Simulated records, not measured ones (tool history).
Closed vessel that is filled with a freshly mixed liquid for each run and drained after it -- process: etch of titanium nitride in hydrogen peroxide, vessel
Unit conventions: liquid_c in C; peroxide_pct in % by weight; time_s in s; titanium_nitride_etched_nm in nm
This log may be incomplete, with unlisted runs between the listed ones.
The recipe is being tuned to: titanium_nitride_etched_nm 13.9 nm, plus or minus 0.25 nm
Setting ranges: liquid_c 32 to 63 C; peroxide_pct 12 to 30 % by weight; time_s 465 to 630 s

run 1 hour=0 | liquid_c=47 peroxide_pct=23 time_s=630 | titanium_nitride_etched_nm=12.31
run 2 hour=2.2 | liquid_c=47 peroxide_pct=23 time_s=630 | titanium_nitride_etched_nm=12.347
run 3 hour=11.4 | liquid_c=47.5 peroxide_pct=23 time_s=630 | titanium_nitride_etched_nm=12.732
run 4 hour=20.9 | liquid_c=47.5 peroxide_pct=23 time_s=465 | titanium_nitride_etched_nm=9.3869
run 5 hour=25.5 | liquid_c=48.5 peroxide_pct=23 time_s=465 | titanium_nitride_etched_nm=10.174
run 6 hour=30.5 | liquid_c=50 peroxide_pct=23 time_s=465 | titanium_nitride_etched_nm=11.273
run 7 hour=34.1 | liquid_c=51 peroxide_pct=23 time_s=465 | titanium_nitride_etched_nm=12.088
run 8 hour=41.6 | liquid_c=53.5 peroxide_pct=23 time_s=465 | titanium_nitride_etched_nm=14.514

Next run, 5 choices. One meets every target within its allowed miss, the rest don't. Which?
run A hour=49.1 | liquid_c=52.5 peroxide_pct=23 time_s=500 | titanium_nitride_etched_nm=?
run B hour=49.1 | liquid_c=50.5 peroxide_pct=20.5 time_s=600 | titanium_nitride_etched_nm=?
run C hour=49.1 | liquid_c=50 peroxide_pct=24 time_s=595 | titanium_nitride_etched_nm=?
run D hour=49.1 | liquid_c=50 peroxide_pct=20.5 time_s=565 | titanium_nitride_etched_nm=?
run E hour=49.1 | liquid_c=50 peroxide_pct=30 time_s=540 | titanium_nitride_etched_nm=?

move=A titanium_nitride_etched_nm=14.432
move=B titanium_nitride_etched_nm=14.641
move=C titanium_nitride_etched_nm=14.49
move=D titanium_nitride_etched_nm=13.299
move=E titanium_nitride_etched_nm=13.811
A: moves toward the targets from the last run without getting all of them in spec
B: lands further from the targets than the last run did
C: no better and no worse than the last run
D: takes the biggest miss from the last run beyond its target
E: meets every target
The move that meets every target is E.
